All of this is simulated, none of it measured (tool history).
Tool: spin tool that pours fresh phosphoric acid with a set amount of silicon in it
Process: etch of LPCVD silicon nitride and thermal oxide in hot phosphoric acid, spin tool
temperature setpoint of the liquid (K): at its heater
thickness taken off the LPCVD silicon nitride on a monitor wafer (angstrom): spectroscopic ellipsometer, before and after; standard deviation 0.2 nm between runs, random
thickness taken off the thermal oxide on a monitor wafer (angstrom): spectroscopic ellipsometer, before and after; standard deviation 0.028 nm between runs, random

| run | hour | temperature setpoint of the liquid (K) | silicon dissolved in the acid as it is poured (mg a litre) | time under the liquid (s) | thickness taken off the LPCVD silicon nitride on a monitor wafer (angstrom) | thickness taken off the thermal oxide on a monitor wafer (angstrom) |
|---|---|---|---|---|---|---|
| 1 | 0 | 432.15 | 21.5 | 180 | 144.13 | 2.109 |
| 2 | 1.1 | 431.15 | 21.5 | 180 | 140.41 | 2.0794 |
| 3 | 6.3 | 431.15 | 29.5 | 180 | 141.3 | 1.531 |
| 4 | 10.8 | 432.65 | 31 | 210 | 174.97 | 1.7383 |
| 5 | 12.2 | 434.15 | 31 | 210 | 182.25 | 1.9292 |
| 6 | 14.5 | 434.15 | 40 | 210 | 181.9 | 1.1234 |
| 7 | 21 | 434.65 | 38 | 230 | 201.16 | 1.4152 |
| 8 | 27 | 435.15 | 36 | 250 | 222.31 | 2.3003 |
| 9 | 34.9 | 435.15 | 36 | 250 | 226.65 | 2.2039 |

What will run 10 give?
| 10 | 35.6 | 437.15 | 38.5 | 290 | ? | ? |

thickness taken off the LPCVD silicon nitride on a monitor wafer (angstrom): 277.99
thickness taken off the thermal oxide on a monitor wafer (angstrom): 2.5917

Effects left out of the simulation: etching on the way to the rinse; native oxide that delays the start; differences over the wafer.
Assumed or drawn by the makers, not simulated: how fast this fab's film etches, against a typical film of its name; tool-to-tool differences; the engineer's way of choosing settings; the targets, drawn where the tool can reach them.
